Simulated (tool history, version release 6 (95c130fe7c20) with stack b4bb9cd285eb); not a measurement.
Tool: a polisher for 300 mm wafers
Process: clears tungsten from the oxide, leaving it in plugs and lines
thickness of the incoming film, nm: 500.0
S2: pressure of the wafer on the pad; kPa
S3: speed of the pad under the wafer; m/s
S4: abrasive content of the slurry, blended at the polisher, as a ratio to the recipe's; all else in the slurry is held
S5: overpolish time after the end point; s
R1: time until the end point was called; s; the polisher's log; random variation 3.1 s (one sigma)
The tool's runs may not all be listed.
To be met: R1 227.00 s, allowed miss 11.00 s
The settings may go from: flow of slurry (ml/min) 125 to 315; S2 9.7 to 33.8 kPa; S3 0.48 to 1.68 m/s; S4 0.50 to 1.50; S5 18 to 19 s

Run 1, day 0.000: flow of slurry (ml/min) 205, S2 21.4 kPa, S3 1.08 m/s, S4 1.00, S5 18 s. Result: R1 109.52 s.
Run 2, day 0.171: flow of slurry (ml/min) 205, S2 17.9 kPa, S3 1.02 m/s, S4 1.00, S5 18 s. Result: R1 136.96 s.
Run 3, day 0.321: flow of slurry (ml/min) 205, S2 17.9 kPa, S3 1.02 m/s, S4 0.95, S5 18 s. Result: R1 138.58 s.
Run 4, day 0.604: flow of slurry (ml/min) 245, S2 17.9 kPa, S3 1.02 m/s, S4 0.95, S5 18 s. Result: R1 132.91 s.
Run 5, day 0.742: flow of slurry (ml/min) 245, S2 17.9 kPa, S3 0.88 m/s, S4 0.95, S5 18 s. Result: R1 156.38 s.
Run 6, day 0.808: flow of slurry (ml/min) 205, S2 17.9 kPa, S3 0.88 m/s, S4 0.95, S5 18 s. Result: R1 161.48 s.
Run 7, day 1.150: flow of slurry (ml/min) 205, S2 15.9 kPa, S3 0.88 m/s, S4 0.95, S5 18 s. Result: R1 181.35 s.
Run 8, day 1.521: flow of slurry (ml/min) 200, S2 14.5 kPa, S3 0.88 m/s, S4 0.95, S5 18 s. Result: R1 199.55 s.
Run 9, day 1.700: flow of slurry (ml/min) 195, S2 13.8 kPa, S3 0.88 m/s, S4 0.95, S5 18 s. Result: R1 206.82 s.

4 next moves are on the table. One of them brings every result within its allowed miss. Which?
Run A, day 1.879: flow of slurry (ml/min) 140, S2 13.8 kPa, S3 0.72 m/s, S4 1.00, S5 18 s. Result: R1 ?.
Run B, day 1.879: flow of slurry (ml/min) 250, S2 11.7 kPa, S3 1.08 m/s, S4 1.25, S5 19 s. Result: R1 ?.
Run C, day 1.879: flow of slurry (ml/min) 225, S2 11.0 kPa, S3 0.96 m/s, S4 0.95, S5 18 s. Result: R1 ?.
Run D, day 1.879: flow of slurry (ml/min) 180, S2 13.1 kPa, S3 0.76 m/s, S4 0.95, S5 18 s. Result: R1 ?.

move      R1
   A  263.94
   B  184.58
   C  234.57
   D  256.41
A: takes the result that was furthest off past its target
B: further off than the last run
C: meets every target
D: takes the result that was furthest off past its target
Answer: C
